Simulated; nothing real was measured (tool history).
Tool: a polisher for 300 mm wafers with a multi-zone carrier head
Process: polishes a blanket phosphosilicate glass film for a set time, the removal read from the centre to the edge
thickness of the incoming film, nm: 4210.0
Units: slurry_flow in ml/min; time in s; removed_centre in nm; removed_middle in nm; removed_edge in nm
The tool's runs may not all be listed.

run,hour,slurry_flow,centre_zone,middle_zone,edge_zone,slurry_solids,time,removed_centre,removed_middle,removed_edge
1,0.0,290,1.00,1.00,1.00,1.00,53,344.73,346.85,355.85
2,3.8,290,0.96,1.00,1.00,1.00,53,339.72,355.91,355.40
3,10.7,250,0.95,0.96,0.95,0.85,43,242.32,254.54,257.69
4,17.9,250,0.95,0.96,0.95,1.00,43,260.76,272.28,278.70
5,24.2,250,0.96,0.94,0.92,0.85,37,204.37,209.47,212.79
6,32.9,250,0.96,0.92,0.89,0.75,36,192.44,191.07,191.85
7,35.1,250,0.94,0.90,0.87,0.65,35,168.76,166.92,171.96
8,38.2,250,0.94,0.90,0.85,0.60,34,155.98,154.82,158.34

The next listed run, before its measurement:
9,46.1,250,0.94,0.90,0.84,0.60,34,?,?,?

Run 9 gave removed_centre 154.81 nm, removed_middle 154.92 nm, removed_edge 159.64 nm.
